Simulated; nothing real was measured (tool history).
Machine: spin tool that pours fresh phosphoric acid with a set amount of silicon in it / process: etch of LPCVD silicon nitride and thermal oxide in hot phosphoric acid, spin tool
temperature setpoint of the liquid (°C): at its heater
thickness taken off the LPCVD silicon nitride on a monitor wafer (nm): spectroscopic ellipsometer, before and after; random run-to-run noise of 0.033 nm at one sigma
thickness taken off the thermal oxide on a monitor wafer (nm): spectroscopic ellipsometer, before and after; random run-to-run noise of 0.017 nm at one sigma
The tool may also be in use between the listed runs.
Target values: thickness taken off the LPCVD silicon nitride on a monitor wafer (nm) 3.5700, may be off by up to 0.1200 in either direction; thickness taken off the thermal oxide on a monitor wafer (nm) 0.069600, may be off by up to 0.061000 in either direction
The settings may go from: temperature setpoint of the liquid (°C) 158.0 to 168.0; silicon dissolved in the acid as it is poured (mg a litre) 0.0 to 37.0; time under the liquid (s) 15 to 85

run,hour,temperature setpoint of the liquid (°C),silicon dissolved in the acid as it is poured (mg a litre),time under the liquid (s),thickness taken off the LPCVD silicon nitride on a monitor wafer (nm),thickness taken off the thermal oxide on a monitor wafer (nm)
1,0.0,163.0,16.0,45,4.2388,0.119540
2,5.9,162.0,18.0,45,4.1798,0.106030
3,9.6,162.0,18.0,60,5.4129,0.164690
4,11.2,160.0,18.0,60,5.0555,0.069969
5,15.4,160.0,11.0,60,5.0374,0.135930
6,16.4,160.0,17.0,60,5.1395,0.117380
7,22.4,159.5,16.0,55,4.5854,0.112710
8,24.2,159.0,18.0,50,4.1265,0.100230
9,32.2,158.0,23.5,40,3.1315,0.038981
10,40.0,159.0,22.5,40,3.2898,0.053561
11,45.8,159.5,22.0,40,3.2738,0.064401
12,53.6,160.0,22.5,40,3.4087,0.061289

Exercise: of the 4 proposed moves below, exactly one satisfies all targets within the stated allowed misses. Which move is it?
A,61.4,159.0,21.0,40,?,?
B,61.4,158.0,16.0,45,?,?
C,61.4,160.5,24.5,45,?,?
D,61.4,159.5,20.5,40,?,?

move,thickness taken off the LPCVD silicon nitride on a monitor wafer (nm),thickness taken off the thermal oxide on a monitor wafer (nm)
A,3.3013,0.062868
B,3.5904,0.075294
C,3.9060,0.070913
D,3.3574,0.066209
A: its largest miss is bigger than the last run's
B: every result within its allowed miss
C: moves the result that the last run missed by most past its target, out the other side
D: its largest miss is bigger than the last run's
The right move is B.
